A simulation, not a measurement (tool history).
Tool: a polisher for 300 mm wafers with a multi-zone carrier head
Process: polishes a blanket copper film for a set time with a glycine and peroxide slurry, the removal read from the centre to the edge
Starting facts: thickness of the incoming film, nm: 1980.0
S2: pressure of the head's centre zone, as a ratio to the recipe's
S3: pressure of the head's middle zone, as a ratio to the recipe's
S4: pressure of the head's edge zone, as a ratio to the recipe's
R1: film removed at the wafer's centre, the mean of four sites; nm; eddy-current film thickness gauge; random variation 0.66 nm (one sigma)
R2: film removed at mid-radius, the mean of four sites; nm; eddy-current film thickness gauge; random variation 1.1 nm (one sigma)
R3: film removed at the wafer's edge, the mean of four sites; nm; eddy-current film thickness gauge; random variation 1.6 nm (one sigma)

{"run": 1, "hour": 0.0, "flow of slurry (ml/min)": 290, "S2": 1, "S3": 1, "S4": 1, "polishing time (s)": 46, "R1": 171.91, "R2": 178.73, "R3": 173.84}
{"run": 2, "hour": 5.6, "flow of slurry (ml/min)": 280, "S2": 0.95, "S3": 0.98, "S4": 0.96, "polishing time (s)": 42, "R1": 150.87, "R2": 161.02, "R3": 154.71}
{"run": 3, "hour": 12.1, "flow of slurry (ml/min)": 280, "S2": 0.95, "S3": 0.98, "S4": 0.92, "polishing time (s)": 42, "R1": 149.35, "R2": 158.33, "R3": 155.09}
{"run": 4, "hour": 15.4, "flow of slurry (ml/min)": 270, "S2": 0.92, "S3": 0.97, "S4": 0.91, "polishing time (s)": 39, "R1": 132.67, "R2": 145.83, "R3": 143.54}
{"run": 5, "hour": 23.0, "flow of slurry (ml/min)": 270, "S2": 0.99, "S3": 0.97, "S4": 0.91, "polishing time (s)": 39, "R1": 144.28, "R2": 143.48, "R3": 141.75}
{"run": 6, "hour": 27.0, "flow of slurry (ml/min)": 315, "S2": 0.99, "S3": 0.97, "S4": 0.91, "polishing time (s)": 39, "R1": 145.94, "R2": 145.41, "R3": 144.1}
{"run": 7, "hour": 28.3, "flow of slurry (ml/min)": 270, "S2": 0.89, "S3": 0.92, "S4": 0.82, "polishing time (s)": 32, "R1": 106.88, "R2": 113.66, "R3": 113.26}
{"run": 8, "hour": 34.3, "flow of slurry (ml/min)": 270, "S2": 0.88, "S3": 0.93, "S4": 0.84, "polishing time (s)": 32, "R1": 104.86, "R2": 116.11, "R3": 111.69}

The next listed run, before its measurement:
{"run": 9, "hour": 35.7, "flow of slurry (ml/min)": 265, "S2": 0.88, "S3": 0.93, "S4": 0.88, "polishing time (s)": 32, "R1": "?", "R2": "?", "R3": "?"}

R1: 105.58 nm
R2: 114.3 nm
R3: 115.96 nm

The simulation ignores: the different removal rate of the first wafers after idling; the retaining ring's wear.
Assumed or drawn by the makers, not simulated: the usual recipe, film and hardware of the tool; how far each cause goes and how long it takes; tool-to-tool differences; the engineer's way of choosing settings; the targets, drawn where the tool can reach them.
